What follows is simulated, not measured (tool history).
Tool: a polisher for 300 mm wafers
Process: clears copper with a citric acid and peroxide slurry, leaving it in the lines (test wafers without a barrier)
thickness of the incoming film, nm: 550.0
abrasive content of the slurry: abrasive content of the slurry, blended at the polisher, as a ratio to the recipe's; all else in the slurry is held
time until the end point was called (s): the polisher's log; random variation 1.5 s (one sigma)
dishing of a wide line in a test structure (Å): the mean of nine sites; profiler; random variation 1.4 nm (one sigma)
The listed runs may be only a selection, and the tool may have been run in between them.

| run | hour | flow of slurry (ml/min) | pressure of the wafer on the pad (kPa) | speed of the pad under the wafer (m/s) | abrasive content of the slurry | overpolish time after the end point (s) | time until the end point was called (s) | dishing of a wide line in a test structure (Å) |
|---|---|---|---|---|---|---|---|---|
| 1 | 0 | 300 | 29 | 1.34 | 1 | 10 | 145.17 | 247.89 |
| 2 | 0.8 | 300 | 29 | 1.34 | 1 | 8 | 144.66 | 221.29 |
| 3 | 1.5 | 300 | 29 | 1.34 | 1 | 10 | 148.86 | 261.83 |
| 4 | 4.1 | 300 | 31 | 1.34 | 1 | 11 | 138.51 | 304.63 |
| 5 | 10.5 | 300 | 33.1 | 1.34 | 1 | 12 | 129.47 | 333.03 |
| 6 | 16.6 | 375 | 33.1 | 1.34 | 1 | 12 | 128.44 | 363.8 |
| 7 | 25.1 | 375 | 34.5 | 1.34 | 1 | 13 | 123.89 | 378.96 |
| 8 | 31.6 | 375 | 35.9 | 1.34 | 1 | 14 | 120.44 | 415.05 |
| 9 | 36.3 | 375 | 36.5 | 1.34 | 1 | 15 | 117.75 | 460.11 |
| 10 | 40.9 | 375 | 36.5 | 1.34 | 1 | 15 | 118.21 | 449.96 |
| 11 | 46.4 | 375 | 37.2 | 1.34 | 1 | 15 | 113.57 | 471.31 |
| 12 | 53.5 | 375 | 40 | 1.34 | 1 | 16 | 107.3 | 505.64 |

Estimate the outcome of run 13 from the log above:
| 13 | 54.3 | 375 | 40 | 1.34 | 1 | 16 | ? | ? |

{"run 13": {"time until the end point was called (s)": 108.02, "dishing of a wide line in a test structure (Å)": 538}}
